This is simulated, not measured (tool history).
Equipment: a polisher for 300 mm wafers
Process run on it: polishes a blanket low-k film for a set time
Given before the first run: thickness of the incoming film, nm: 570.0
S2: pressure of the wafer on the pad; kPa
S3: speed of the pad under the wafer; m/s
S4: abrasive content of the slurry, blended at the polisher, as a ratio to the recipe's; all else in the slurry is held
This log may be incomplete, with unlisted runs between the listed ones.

Run 1, hour 0: flow of slurry (ml/min) 275, S2 11 kPa, S3 1.26 m/s, S4 1, polishing time (s) 53. Result: film removed (nm) 19.064.
Run 2, hour 4.3: flow of slurry (ml/min) 275, S2 11 kPa, S3 1.26 m/s, S4 0.8, polishing time (s) 53. Result: film removed (nm) 17.459.
Run 3, hour 10.1: flow of slurry (ml/min) 275, S2 11 kPa, S3 1.26 m/s, S4 0.8, polishing time (s) 55. Result: film removed (nm) 18.184.
Run 4, hour 16.2: flow of slurry (ml/min) 275, S2 11 kPa, S3 0.98 m/s, S4 0.8, polishing time (s) 55. Result: film removed (nm) 14.772.
Run 5, hour 22.5: flow of slurry (ml/min) 275, S2 11 kPa, S3 0.98 m/s, S4 0.65, polishing time (s) 55. Result: film removed (nm) 13.563.
Run 6, hour 28.2: flow of slurry (ml/min) 275, S2 9 kPa, S3 0.98 m/s, S4 0.65, polishing time (s) 55. Result: film removed (nm) 11.165.
Run 7, hour 35.3: flow of slurry (ml/min) 285, S2 12.4 kPa, S3 1.02 m/s, S4 0.65, polishing time (s) 55. Result: film removed (nm) 15.608.
Run 8, hour 36.9: flow of slurry (ml/min) 285, S2 13.1 kPa, S3 1.02 m/s, S4 0.65, polishing time (s) 55. Result: film removed (nm) 16.407.

Run 9 comes next. What will it give?
Run 9, hour 42.4: flow of slurry (ml/min) 285, S2 13.8 kPa, S3 1.02 m/s, S4 0.65, polishing time (s) 55. Result: film removed (nm) ?.

Run 9 produced film removed (nm) 17.518.

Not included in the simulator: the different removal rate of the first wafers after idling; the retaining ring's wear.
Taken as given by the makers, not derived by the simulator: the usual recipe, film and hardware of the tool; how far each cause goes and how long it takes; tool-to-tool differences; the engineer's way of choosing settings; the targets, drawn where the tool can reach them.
